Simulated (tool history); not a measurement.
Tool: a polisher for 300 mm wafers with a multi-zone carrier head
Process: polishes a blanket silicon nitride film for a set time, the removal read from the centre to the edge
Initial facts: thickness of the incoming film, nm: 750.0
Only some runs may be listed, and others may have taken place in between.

run,hour,flow of slurry (ml/min),pressure of the head's centre zone,pressure of the head's middle zone,pressure of the head's edge zone,polishing time (s),film removed at the wafer's centre (Å),film removed at mid-radius (Å),film removed at the wafer's edge (Å)
1,0,285,1,1,1,54,558.23,583.3,584.93
2,0.6,285,1,0.91,1,54,553.22,549.06,569.05
3,9,295,1.04,0.95,1.02,57,618.42,602.9,594.04
4,11.2,295,1.04,0.99,1.02,57,609.7,609.67,584.77
5,17.8,285,1.04,0.97,1.02,61,655.62,639.73,649.98
6,18.4,275,1.06,0.99,1.02,64,695.64,683.64,673.3
7,20.8,270,1.07,0.99,1.03,66,721.55,688.59,699.49
8,26.9,280,1.08,0.99,1.04,68,759.95,731.44,724.83
9,32.7,285,1.09,0.98,1.05,69,788.58,731.55,768.7
10,36.2,310,1.1,0.99,1.05,69,798.49,731.57,742.21
11,40.3,310,1.11,1,1.06,70,812.63,756.61,771.33
12,48.4,315,1.12,1.01,1.06,70,822.91,756.18,760.72

For run 13, what comes out?
13,56.5,320,1.13,1.02,1.07,71,?,?,?

For run 13 the tool returned film removed at the wafer's centre (Å) 831.5, film removed at mid-radius (Å) 767.05, film removed at the wafer's edge (Å) 783.57.
